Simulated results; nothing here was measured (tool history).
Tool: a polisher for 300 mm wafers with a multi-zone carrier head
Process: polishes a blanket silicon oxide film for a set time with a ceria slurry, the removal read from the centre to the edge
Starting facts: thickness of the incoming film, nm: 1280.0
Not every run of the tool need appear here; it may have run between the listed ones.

run	day	flow of slurry (ml/min)	pressure of the head's centre zone	pressure of the head's middle zone	pressure of the head's edge zone	polishing time (s)	film removed at the wafer's centre (Å)	film removed at mid-radius (Å)	film removed at the wafer's edge (Å)
1	0	225	1	1	1	38	2553.7	2604.9	2499.4
2	0.267	195	1	1	1	38	2462.4	2477.3	2486.3
3	0.633	195	1.06	1	1	38	2646	2425.5	2498.5
4	0.779	190	1.04	0.99	0.99	36	2401.6	2302.1	2335.8
5	0.858	185	1.03	0.98	0.98	34	2258.4	2124.8	2202.6
6	1.138	230	1.03	0.98	0.98	34	2379.9	2259.8	2211.4
7	1.329	225	1.01	0.97	0.97	32	2169.2	2114	2075.4
8	1.571	225	1.01	0.97	0.97	32	2183.5	2117.6	2101.5
9	1.9	225	0.99	0.96	0.96	30	1990.4	1903	1953.4
10	1.942	225	0.97	0.96	0.95	29	1880	1898.1	1869
11	2.279	220	0.95	0.95	0.94	28	1772.3	1768.3	1783.6
12	2.438	215	0.93	0.95	0.93	28	1729.2	1787.4	1791.9
13	2.575	215	0.92	0.95	0.92	27	1657.7	1733.4	1709.4
14	2.692	210	0.91	0.94	0.91	27	1632.4	1733.8	1701.7
15	2.892	205	0.9	0.93	0.9	26	1566.7	1609	1632.7
16	3.15	200	0.89	0.93	0.89	26	1519.9	1629	1602
17	3.492	195	0.88	0.92	0.88	26	1493.2	1596.3	1593.9

The next listed run, before its measurement:
18	3.846	165	0.81	0.9	0.82	22	?	?	?

{"run 18": {"film removed at the wafer's centre (Å)": 1146.8, "film removed at mid-radius (Å)": 1254.7, "film removed at the wafer's edge (Å)": 1297.8}}
